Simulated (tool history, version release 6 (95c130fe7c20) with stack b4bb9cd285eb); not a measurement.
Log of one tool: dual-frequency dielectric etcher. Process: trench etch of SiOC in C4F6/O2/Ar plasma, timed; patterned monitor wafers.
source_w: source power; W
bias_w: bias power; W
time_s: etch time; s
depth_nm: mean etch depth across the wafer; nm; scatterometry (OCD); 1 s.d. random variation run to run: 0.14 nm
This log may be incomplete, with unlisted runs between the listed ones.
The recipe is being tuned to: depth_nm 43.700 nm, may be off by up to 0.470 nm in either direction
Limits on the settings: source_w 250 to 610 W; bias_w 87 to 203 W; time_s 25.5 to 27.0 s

run  hour  source_w  bias_w  time_s  depth_nm
  1   0.0       430     145    25.5    50.598
  2   1.3       400     144    25.5    48.320
  3   8.0       460     144    25.5    52.827
  4  13.7       460     165    25.5    55.243
  5  19.2       430     165    25.5    53.229
  6  22.4       370     165    25.5    48.187
  7  25.8       360     165    25.5    47.231
  8  31.6       350     165    25.5    46.679
  9  36.6       340     165    25.5    45.803

Which of these 5 next moves meets every target?
  A  41.6       370     169    25.5         ?
  B  41.6       300     178    26.0         ?
  C  41.6       340     181    26.0         ?
  D  41.6       320     187    26.5         ?
  E  41.6       280     171    27.0         ?

move  depth_nm
   A    48.832
   B    43.684
   C    48.268
   D    47.702
   E    42.183
A: moves away from the targets compared with the last run
B: in spec on every target
C: moves away from the targets compared with the last run
D: moves away from the targets compared with the last run
E: takes the result that was furthest off past its target
Answer: B
